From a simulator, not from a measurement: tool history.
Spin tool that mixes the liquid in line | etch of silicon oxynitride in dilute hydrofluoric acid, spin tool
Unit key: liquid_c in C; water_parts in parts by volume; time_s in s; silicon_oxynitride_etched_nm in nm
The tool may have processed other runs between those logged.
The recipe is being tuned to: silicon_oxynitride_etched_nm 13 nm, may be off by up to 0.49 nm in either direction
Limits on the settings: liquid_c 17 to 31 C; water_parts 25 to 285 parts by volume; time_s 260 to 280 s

run	day	liquid_c	water_parts	time_s	silicon_oxynitride_etched_nm
1	0	23	155	260	3.7729
2	0.212	25.5	115	260	6.0814
3	0.521	25.5	80	260	8.778
4	0.579	27	75	260	10.22
5	0.65	25	75	260	9.1789
6	0.992	26.5	70	260	10.448
7	1.062	27.5	70	260	11.065
8	1.433	28.5	70	260	11.664
9	1.725	29	70	260	11.992
10	1.967	29	70	260	12.043
11	2.092	29.5	70	260	12.172

Of the 5 settings listed for the next run, only one would bring every result within its allowed miss of target. Which one?
A	2.217	30	80	275	?
B	2.217	30.5	80	275	?
C	2.217	29.5	80	280	?
D	2.217	29	75	280	?
E	2.217	31	75	280	?

move	silicon_oxynitride_etched_nm
A	11.447
B	11.711
C	11.392
D	11.932
E	13.076
A: the biggest miss grows against the last run
B: the biggest miss grows against the last run
C: the biggest miss grows against the last run
D: the biggest miss grows against the last run
E: every result lands within tolerance
Correct choice: E, which meets every target

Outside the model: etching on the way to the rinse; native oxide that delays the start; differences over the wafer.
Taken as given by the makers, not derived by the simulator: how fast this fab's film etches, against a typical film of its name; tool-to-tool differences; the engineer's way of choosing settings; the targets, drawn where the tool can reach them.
